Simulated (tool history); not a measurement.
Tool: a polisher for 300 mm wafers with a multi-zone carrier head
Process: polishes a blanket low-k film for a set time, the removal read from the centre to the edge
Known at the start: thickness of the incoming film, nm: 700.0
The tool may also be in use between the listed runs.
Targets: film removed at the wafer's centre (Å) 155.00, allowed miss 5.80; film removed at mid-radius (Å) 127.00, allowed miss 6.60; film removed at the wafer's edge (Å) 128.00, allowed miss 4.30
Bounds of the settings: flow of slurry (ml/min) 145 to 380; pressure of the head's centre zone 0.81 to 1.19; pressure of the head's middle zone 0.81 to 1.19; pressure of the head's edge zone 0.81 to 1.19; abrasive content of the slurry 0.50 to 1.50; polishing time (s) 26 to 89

| run | hour | flow of slurry (ml/min) | pressure of the head's centre zone | pressure of the head's middle zone | pressure of the head's edge zone | abrasive content of the slurry | polishing time (s) | film removed at the wafer's centre (Å) | film removed at mid-radius (Å) | film removed at the wafer's edge (Å) |
|---|---|---|---|---|---|---|---|---|---|---|
| 1 | 0.0 | 245 | 1.00 | 1.00 | 1.00 | 1.00 | 57 | 224.15 | 217.30 | 225.14 |
| 2 | 0.7 | 245 | 1.03 | 0.99 | 0.97 | 0.90 | 53 | 202.87 | 194.43 | 195.28 |
| 3 | 2.1 | 245 | 1.03 | 0.99 | 0.93 | 0.90 | 53 | 198.33 | 192.85 | 194.77 |
| 4 | 5.1 | 245 | 1.07 | 0.97 | 0.93 | 0.80 | 50 | 190.85 | 166.62 | 171.13 |
| 5 | 12.7 | 245 | 1.07 | 0.91 | 0.93 | 0.80 | 50 | 190.41 | 163.89 | 168.22 |
| 6 | 18.0 | 245 | 1.07 | 0.99 | 0.93 | 0.80 | 50 | 188.59 | 173.31 | 172.13 |
| 7 | 24.4 | 235 | 1.08 | 0.89 | 0.83 | 0.55 | 45 | 136.36 | 115.89 | 120.47 |
| 8 | 25.6 | 250 | 1.09 | 0.90 | 0.84 | 0.55 | 45 | 141.37 | 115.98 | 118.54 |
| 9 | 32.0 | 250 | 1.10 | 0.91 | 0.86 | 0.55 | 45 | 139.78 | 118.17 | 120.45 |
| 10 | 37.8 | 290 | 1.19 | 0.93 | 0.89 | 0.60 | 45 | 167.05 | 126.38 | 133.01 |
| 11 | 44.5 | 285 | 1.18 | 0.93 | 0.88 | 0.60 | 45 | 163.80 | 129.33 | 131.30 |
| 12 | 51.7 | 280 | 1.17 | 0.93 | 0.87 | 0.60 | 45 | 162.62 | 127.71 | 128.15 |

Which of these 4 next moves meets every target?
| A | 58.9 | 315 | 1.11 | 0.93 | 0.90 | 0.55 | 44 | ? | ? | ? |
| B | 58.9 | 310 | 1.16 | 0.95 | 0.92 | 0.55 | 45 | ? | ? | ? |
| C | 58.9 | 280 | 1.18 | 0.81 | 0.82 | 0.70 | 44 | ? | ? | ? |
| D | 58.9 | 345 | 1.19 | 0.94 | 0.99 | 0.85 | 37 | ? | ? | ? |

| move | film removed at the wafer's centre (Å) | film removed at mid-radius (Å) | film removed at the wafer's edge (Å) |
|---|---|---|---|
| A | 142.37 | 120.06 | 123.03 |
| B | 151.99 | 124.77 | 126.96 |
| C | 170.82 | 121.07 | 133.85 |
| D | 163.49 | 129.50 | 137.48 |
A: takes the result that was furthest off past its target
B: meets every target
C: further off than the last run
D: further off than the last run
Answer: B

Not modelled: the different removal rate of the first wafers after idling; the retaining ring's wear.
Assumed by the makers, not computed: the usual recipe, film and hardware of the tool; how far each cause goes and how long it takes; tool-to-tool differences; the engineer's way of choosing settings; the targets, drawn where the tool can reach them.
